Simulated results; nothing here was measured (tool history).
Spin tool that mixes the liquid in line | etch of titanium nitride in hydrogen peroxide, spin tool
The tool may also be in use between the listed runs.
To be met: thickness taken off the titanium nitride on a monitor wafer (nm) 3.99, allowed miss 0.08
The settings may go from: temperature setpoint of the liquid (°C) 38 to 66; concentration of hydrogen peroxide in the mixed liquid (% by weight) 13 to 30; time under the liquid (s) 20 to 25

run	hour	temperature setpoint of the liquid (°C)	concentration of hydrogen peroxide in the mixed liquid (% by weight)	time under the liquid (s)	thickness taken off the titanium nitride on a monitor wafer (nm)
1	0	54	25	25	2.7084
2	6.4	55.5	25	25	3.0124
3	11.5	57	25	25	3.335
4	16.5	58	25	25	3.6115
5	20.5	53.5	25	25	2.5954
6	24	51	25	25	2.1891
7	27.2	53.5	25	25	2.6139
8	28	55.5	25	25	3.0187

4 next moves are on the table. One of them brings every result within its allowed miss. Which?
A	28.8	60.5	21.5	25	?
B	28.8	59	30	25	?
C	28.8	60	26	25	?
D	28.8	64.5	20.5	20	?

move	thickness taken off the titanium nitride on a monitor wafer (nm)
A	4.0909
B	3.9729
C	4.121
D	4.2342
A: takes the result that was furthest off past its target
B: meets every target
C: takes the result that was furthest off past its target
D: takes the result that was furthest off past its target
Answer: B
